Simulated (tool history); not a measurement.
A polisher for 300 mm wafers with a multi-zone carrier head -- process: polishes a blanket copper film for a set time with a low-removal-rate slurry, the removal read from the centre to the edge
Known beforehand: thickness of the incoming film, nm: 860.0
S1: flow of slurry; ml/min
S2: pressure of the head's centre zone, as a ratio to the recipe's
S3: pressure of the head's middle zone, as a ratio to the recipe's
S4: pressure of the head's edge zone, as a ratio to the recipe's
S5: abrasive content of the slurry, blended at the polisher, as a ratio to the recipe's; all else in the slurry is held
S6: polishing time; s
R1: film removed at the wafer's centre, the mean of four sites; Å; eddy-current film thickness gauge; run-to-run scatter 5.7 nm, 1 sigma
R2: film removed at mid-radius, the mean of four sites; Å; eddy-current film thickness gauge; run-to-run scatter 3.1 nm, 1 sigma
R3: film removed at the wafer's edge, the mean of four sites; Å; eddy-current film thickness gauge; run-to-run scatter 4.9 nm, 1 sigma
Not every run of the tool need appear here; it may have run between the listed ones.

{"run": 1, "day": 0.0, "S1": 170, "S2": 1.0, "S3": 1.0, "S4": 1.0, "S5": 1.0, "S6": 82, "R1": 3602.4, "R2": 3648.5, "R3": 3533.4}
{"run": 2, "day": 0.212, "S1": 155, "S2": 1.0, "S3": 1.0, "S4": 1.0, "S5": 1.0, "S6": 82, "R1": 3521.0, "R2": 3504.3, "R3": 3530.6}
{"run": 3, "day": 0.362, "S1": 155, "S2": 1.01, "S3": 0.98, "S4": 1.04, "S5": 1.1, "S6": 83, "R1": 3820.9, "R2": 3601.6, "R3": 3747.9}
{"run": 4, "day": 0.396, "S1": 155, "S2": 1.01, "S3": 0.98, "S4": 0.98, "S5": 1.1, "S6": 83, "R1": 3737.2, "R2": 3623.1, "R3": 3647.8}
{"run": 5, "day": 0.508, "S1": 155, "S2": 0.96, "S3": 0.98, "S4": 0.98, "S5": 1.1, "S6": 83, "R1": 3586.2, "R2": 3636.6, "R3": 3631.1}
{"run": 6, "day": 0.717, "S1": 155, "S2": 0.96, "S3": 1.04, "S4": 0.98, "S5": 1.1, "S6": 83, "R1": 3637.0, "R2": 3848.6, "R3": 3628.7}

Estimate the outcome of run 7 from the log above:
{"run": 7, "day": 0.988, "S1": 150, "S2": 0.96, "S3": 1.02, "S4": 1.02, "S5": 1.2, "S6": 84, "R1": "?", "R2": "?", "R3": "?"}

Run 7 came out at R1 3698.0 Å, R2 3877.2 Å, R3 3837.7 Å.
